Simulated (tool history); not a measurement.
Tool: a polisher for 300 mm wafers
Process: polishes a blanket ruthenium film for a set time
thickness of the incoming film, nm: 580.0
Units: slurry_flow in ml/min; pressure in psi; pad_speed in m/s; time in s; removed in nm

Run 1, day 0.000: slurry_flow 160 ml/min, pressure 2.7 psi, pad_speed 0.82 m/s, time 41 s. Result: removed 44.327 nm.
Run 2, day 0.317: slurry_flow 160 ml/min, pressure 2.7 psi, pad_speed 0.98 m/s, time 41 s. Result: removed 52.836 nm.
Run 3, day 0.492: slurry_flow 140 ml/min, pressure 2.7 psi, pad_speed 0.98 m/s, time 41 s. Result: removed 51.012 nm.
Run 4, day 0.746: slurry_flow 140 ml/min, pressure 2.9 psi, pad_speed 0.98 m/s, time 41 s. Result: removed 54.709 nm.
Run 5, day 0.846: slurry_flow 140 ml/min, pressure 2.9 psi, pad_speed 0.98 m/s, time 41 s. Result: removed 55.123 nm.
Run 6, day 1.212: slurry_flow 140 ml/min, pressure 2.9 psi, pad_speed 0.98 m/s, time 43 s. Result: removed 57.984 nm.
Run 7, day 1.333: slurry_flow 130 ml/min, pressure 2.6 psi, pad_speed 0.98 m/s, time 43 s. Result: removed 50.781 nm.
Run 8, day 1.433: slurry_flow 125 ml/min, pressure 2.4 psi, pad_speed 0.98 m/s, time 43 s. Result: removed 46.780 nm.
Run 9, day 1.746: slurry_flow 120 ml/min, pressure 2.2 psi, pad_speed 0.98 m/s, time 43 s. Result: removed 42.532 nm.
Run 10, day 1.862: slurry_flow 115 ml/min, pressure 2.1 psi, pad_speed 0.98 m/s, time 43 s. Result: removed 40.293 nm.

Forecast run 11:
Run 11, day 1.908: slurry_flow 110 ml/min, pressure 2.0 psi, pad_speed 0.98 m/s, time 43 s. Result: removed ?.

removed: 37.921 nm
